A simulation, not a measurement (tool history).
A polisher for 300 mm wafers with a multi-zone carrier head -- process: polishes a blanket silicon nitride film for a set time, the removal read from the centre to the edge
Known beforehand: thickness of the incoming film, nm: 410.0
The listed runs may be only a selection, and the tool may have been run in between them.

run	hour	flow of slurry (ml/min)	pressure of the head's centre zone	pressure of the head's middle zone	pressure of the head's edge zone	polishing time (s)	film removed at the wafer's centre (nm)	film removed at mid-radius (nm)	film removed at the wafer's edge (nm)
1	0.0	205	1.00	1.00	1.00	55	159.020	158.100	157.710
2	1.8	205	1.00	1.00	1.00	64	186.290	188.410	182.140
3	4.8	205	1.00	1.00	1.06	64	186.760	190.680	185.880
4	13.7	205	1.00	0.93	1.06	64	185.960	175.640	184.490
5	14.4	235	1.00	0.93	1.06	64	191.610	184.200	188.650
6	15.5	205	0.96	0.94	0.99	54	152.390	152.140	152.770
7	22.7	205	0.96	0.94	0.99	54	153.750	151.180	153.200
8	23.2	185	0.92	0.91	0.95	46	120.190	124.330	125.120
9	29.6	170	0.90	0.89	0.95	41	102.300	106.280	112.930
10	35.7	160	0.89	0.87	0.92	38	92.623	97.141	101.500
11	39.2	150	0.88	0.85	0.91	36	86.034	87.386	93.114
12	47.1	145	0.86	0.84	0.90	36	83.324	87.734	94.704
13	55.1	140	0.86	0.83	0.89	35	80.121	82.848	89.713
14	55.7	135	0.85	0.82	0.88	35	78.402	81.620	88.942

Run 15 is up next; what results do you expect?
15	57.6	135	0.85	0.82	0.87	35	?	?	?

{"run 15": {"film removed at the wafer's centre (nm)": 79.865, "film removed at mid-radius (nm)": 82.681, "film removed at the wafer's edge (nm)": 88.858}}
